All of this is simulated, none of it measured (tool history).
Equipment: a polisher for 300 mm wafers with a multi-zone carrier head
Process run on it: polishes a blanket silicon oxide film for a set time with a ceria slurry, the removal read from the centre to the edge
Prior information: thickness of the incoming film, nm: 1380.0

run,day,flow of slurry (ml/min),pressure of the head's centre zone,pressure of the head's middle zone,pressure of the head's edge zone,polishing time (s),film removed at the wafer's centre (angstrom),film removed at mid-radius (angstrom),film removed at the wafer's edge (angstrom)
1,0.000,230,1.00,1.00,1.00,53,2592.6,2571.4,2622.0
2,0.238,285,1.00,1.00,1.00,53,2645.3,2685.6,2705.9
3,0.392,260,1.00,1.00,1.00,53,2579.7,2628.4,2624.1
4,0.529,260,1.00,1.00,1.00,58,2816.1,2933.8,2834.5
5,0.771,260,1.05,1.00,1.00,58,3015.9,2900.1,2910.6
6,0.838,265,1.06,1.01,1.02,58,3072.8,2928.1,3005.7
7,1.004,270,1.07,1.03,1.03,58,3059.3,2990.3,2928.6
8,1.079,275,1.08,1.03,1.04,59,3148.0,3053.5,3076.7

Forecast run 9:
9,1.238,275,1.08,1.03,1.04,59,?,?,?

film removed at the wafer's centre (angstrom): 3141.3
film removed at mid-radius (angstrom): 3025.2
film removed at the wafer's edge (angstrom): 3060.3

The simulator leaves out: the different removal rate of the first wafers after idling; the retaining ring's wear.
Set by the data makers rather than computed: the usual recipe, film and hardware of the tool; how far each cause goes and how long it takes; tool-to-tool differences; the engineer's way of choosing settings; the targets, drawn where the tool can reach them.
